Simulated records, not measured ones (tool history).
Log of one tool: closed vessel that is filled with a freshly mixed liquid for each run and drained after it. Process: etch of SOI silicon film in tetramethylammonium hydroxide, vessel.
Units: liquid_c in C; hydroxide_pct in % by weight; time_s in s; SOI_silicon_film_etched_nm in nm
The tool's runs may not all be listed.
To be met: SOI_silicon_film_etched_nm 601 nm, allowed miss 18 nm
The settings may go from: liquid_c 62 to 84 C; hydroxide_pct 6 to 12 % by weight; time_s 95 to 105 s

{"run": 1, "hour": 0.0, "liquid_c": 75, "hydroxide_pct": 8, "time_s": 95, "SOI_silicon_film_etched_nm": 1110.8}
{"run": 2, "hour": 2.3, "liquid_c": 75, "hydroxide_pct": 8, "time_s": 95, "SOI_silicon_film_etched_nm": 1105.3}
{"run": 3, "hour": 4.0, "liquid_c": 73, "hydroxide_pct": 8, "time_s": 95, "SOI_silicon_film_etched_nm": 975.55}
{"run": 4, "hour": 8.6, "liquid_c": 69, "hydroxide_pct": 8, "time_s": 95, "SOI_silicon_film_etched_nm": 773.83}
{"run": 5, "hour": 10.4, "liquid_c": 69, "hydroxide_pct": 8, "time_s": 105, "SOI_silicon_film_etched_nm": 857.84}
{"run": 6, "hour": 13.4, "liquid_c": 69, "hydroxide_pct": 9.5, "time_s": 105, "SOI_silicon_film_etched_nm": 817.54}
{"run": 7, "hour": 19.9, "liquid_c": 62.5, "hydroxide_pct": 9.5, "time_s": 105, "SOI_silicon_film_etched_nm": 545.42}
{"run": 8, "hour": 27.5, "liquid_c": 63, "hydroxide_pct": 9.5, "time_s": 105, "SOI_silicon_film_etched_nm": 566.85}
{"run": 9, "hour": 34.1, "liquid_c": 63.5, "hydroxide_pct": 9.5, "time_s": 105, "SOI_silicon_film_etched_nm": 583.21}

4 next moves are on the table. One of them brings every result within its allowed miss. Which?
{"run": "A", "hour": 40.7, "liquid_c": 65, "hydroxide_pct": 10, "time_s": 100, "SOI_silicon_film_etched_nm": "?"}
{"run": "B", "hour": 40.7, "liquid_c": 63, "hydroxide_pct": 9.5, "time_s": 105, "SOI_silicon_film_etched_nm": "?"}
{"run": "C", "hour": 40.7, "liquid_c": 64, "hydroxide_pct": 10, "time_s": 100, "SOI_silicon_film_etched_nm": "?"}
{"run": "D", "hour": 40.7, "liquid_c": 62, "hydroxide_pct": 8.5, "time_s": 105, "SOI_silicon_film_etched_nm": "?"}

move=A SOI_silicon_film_etched_nm=602.23
move=B SOI_silicon_film_etched_nm=571.73
move=C SOI_silicon_film_etched_nm=566.8
move=D SOI_silicon_film_etched_nm=559.89
A: meets every target
B: further off than the last run
C: further off than the last run
D: further off than the last run
Answer: A

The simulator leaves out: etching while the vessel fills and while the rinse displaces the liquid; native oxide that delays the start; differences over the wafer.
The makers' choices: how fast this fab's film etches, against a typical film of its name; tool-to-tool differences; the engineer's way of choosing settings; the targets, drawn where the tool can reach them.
